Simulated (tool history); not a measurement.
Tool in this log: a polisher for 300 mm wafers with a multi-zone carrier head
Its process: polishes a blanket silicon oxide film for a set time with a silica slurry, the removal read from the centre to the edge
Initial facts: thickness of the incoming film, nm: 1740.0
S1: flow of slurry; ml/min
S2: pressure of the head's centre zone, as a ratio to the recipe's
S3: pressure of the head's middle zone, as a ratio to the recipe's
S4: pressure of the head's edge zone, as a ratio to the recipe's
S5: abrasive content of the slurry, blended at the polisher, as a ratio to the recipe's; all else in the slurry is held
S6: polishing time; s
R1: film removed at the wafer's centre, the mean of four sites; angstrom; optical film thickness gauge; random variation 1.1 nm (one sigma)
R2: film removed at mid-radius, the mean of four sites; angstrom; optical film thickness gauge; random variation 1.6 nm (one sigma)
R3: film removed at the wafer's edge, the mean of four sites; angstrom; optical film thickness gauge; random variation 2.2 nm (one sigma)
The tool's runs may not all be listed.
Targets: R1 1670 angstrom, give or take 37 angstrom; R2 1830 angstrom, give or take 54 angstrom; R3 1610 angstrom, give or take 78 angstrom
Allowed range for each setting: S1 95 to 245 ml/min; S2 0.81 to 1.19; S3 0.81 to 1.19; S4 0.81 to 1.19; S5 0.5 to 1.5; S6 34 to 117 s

Run 1, hour 0: S1 155 ml/min, S2 1, S3 1, S4 1, S5 1, S6 75 s. Result: R1 1975.2 angstrom, R2 1936.4 angstrom, R3 1944.7 angstrom.
Run 2, hour 7.8: S1 155 ml/min, S2 1, S3 1, S4 1.04, S5 1, S6 75 s. Result: R1 1973 angstrom, R2 1911.6 angstrom, R3 1930.1 angstrom.
Run 3, hour 11: S1 155 ml/min, S2 1, S3 1, S4 1.04, S5 1.1, S6 75 s. Result: R1 2045.5 angstrom, R2 2007.8 angstrom, R3 2027.2 angstrom.
Run 4, hour 14.8: S1 155 ml/min, S2 1.08, S3 1, S4 1.04, S5 1.1, S6 75 s. Result: R1 2241.5 angstrom, R2 1980.5 angstrom, R3 2044.5 angstrom.
Run 5, hour 20.3: S1 155 ml/min, S2 1.08, S3 1, S4 1.09, S5 1.1, S6 75 s. Result: R1 2222.7 angstrom, R2 2007.9 angstrom, R3 2100.2 angstrom.
Run 6, hour 28.2: S1 155 ml/min, S2 1.08, S3 1.03, S4 1.09, S5 1.1, S6 75 s. Result: R1 2246.6 angstrom, R2 2058.8 angstrom, R3 2068.6 angstrom.
Run 7, hour 32.5: S1 145 ml/min, S2 1.04, S3 1.04, S4 1.04, S5 1, S6 75 s. Result: R1 2011.6 angstrom, R2 1945.7 angstrom, R3 1920.8 angstrom.
Run 8, hour 33.5: S1 135 ml/min, S2 1.02, S3 1.06, S4 1, S5 0.95, S6 75 s. Result: R1 1901.1 angstrom, R2 1916.6 angstrom, R3 1823.2 angstrom.
Run 9, hour 38.7: S1 125 ml/min, S2 1.01, S3 1.07, S4 0.97, S5 0.9, S6 75 s. Result: R1 1798.2 angstrom, R2 1826.4 angstrom, R3 1732.2 angstrom.
Run 10, hour 44.9: S1 120 ml/min, S2 1, S3 1.09, S4 0.95, S5 0.9, S6 75 s. Result: R1 1774.4 angstrom, R2 1878.3 angstrom, R3 1719.5 angstrom.
Run 11, hour 51.1: S1 115 ml/min, S2 1, S3 1.1, S4 0.93, S5 0.9, S6 75 s. Result: R1 1758 angstrom, R2 1876 angstrom, R3 1668.3 angstrom.
Run 12, hour 51.7: S1 115 ml/min, S2 1, S3 1.1, S4 0.93, S5 0.9, S6 75 s. Result: R1 1756.6 angstrom, R2 1840.6 angstrom, R3 1710.5 angstrom.

Which single option among these 5 for the next run brings every result within its allowed miss of target? Just one does.
Run A, hour 52.3: S1 110 ml/min, S2 1.05, S3 1.11, S4 0.9, S5 0.85, S6 78 s. Result: R1 ?, R2 ?, R3 ?.
Run B, hour 52.3: S1 105 ml/min, S2 0.98, S3 1.12, S4 0.88, S5 0.85, S6 77 s. Result: R1 ?, R2 ?, R3 ?.
Run C, hour 52.3: S1 150 ml/min, S2 1.09, S3 1.19, S4 0.91, S5 0.75, S6 73 s. Result: R1 ?, R2 ?, R3 ?.
Run D, hour 52.3: S1 105 ml/min, S2 0.94, S3 1, S4 0.89, S5 1.35, S6 69 s. Result: R1 ?, R2 ?, R3 ?.
Run E, hour 52.3: S1 110 ml/min, S2 1.03, S3 1.05, S4 0.87, S5 0.9, S6 80 s. Result: R1 ?, R2 ?, R3 ?.

move      R1      R2      R3
   A  1837.7    1863  1686.5
   B  1674.3  1832.6  1634.6
   C  1799.2  1849.5  1552.8
   D  1774.4  1838.2  1817.6
   E  1903.7  1876.2  1754.9
A: misses by more than the last run did
B: each result inside its tolerance
C: misses by more than the last run did
D: misses by more than the last run did
E: misses by more than the last run did
Move B is the one to make.

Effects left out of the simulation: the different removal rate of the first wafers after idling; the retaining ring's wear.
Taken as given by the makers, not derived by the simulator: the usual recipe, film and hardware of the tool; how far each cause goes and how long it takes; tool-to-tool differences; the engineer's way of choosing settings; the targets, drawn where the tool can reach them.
